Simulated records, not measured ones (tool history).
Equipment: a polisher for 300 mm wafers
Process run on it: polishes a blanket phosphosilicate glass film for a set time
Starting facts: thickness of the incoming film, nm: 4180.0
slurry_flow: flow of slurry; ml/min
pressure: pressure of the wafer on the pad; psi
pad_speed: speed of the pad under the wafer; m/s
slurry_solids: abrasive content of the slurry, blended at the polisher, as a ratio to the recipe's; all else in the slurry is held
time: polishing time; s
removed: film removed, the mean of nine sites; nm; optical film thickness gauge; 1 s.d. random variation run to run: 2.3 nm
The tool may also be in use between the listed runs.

run  hour  slurry_flow  pressure  pad_speed  slurry_solids  time  removed
  1     0          150         2       1.02              1    31   151.88
  2     8          150       2.1       1.02              1    31   154.97
  3    15          150       2.1       0.92              1    31   147.26
  4  19.5          135       2.1       0.92              1    31   145.79
  5  26.7          135       1.8       0.92              1    31   131.61
  6  31.9          135       1.8       0.92           1.15    31   137.97
  7  34.6          135         2       0.94           1.15    31   149.53

What does the tool deliver on the next run?
  8  39.4          135       2.1       0.94           1.15    31        ?

Run 8 came out at removed 155.54 nm.
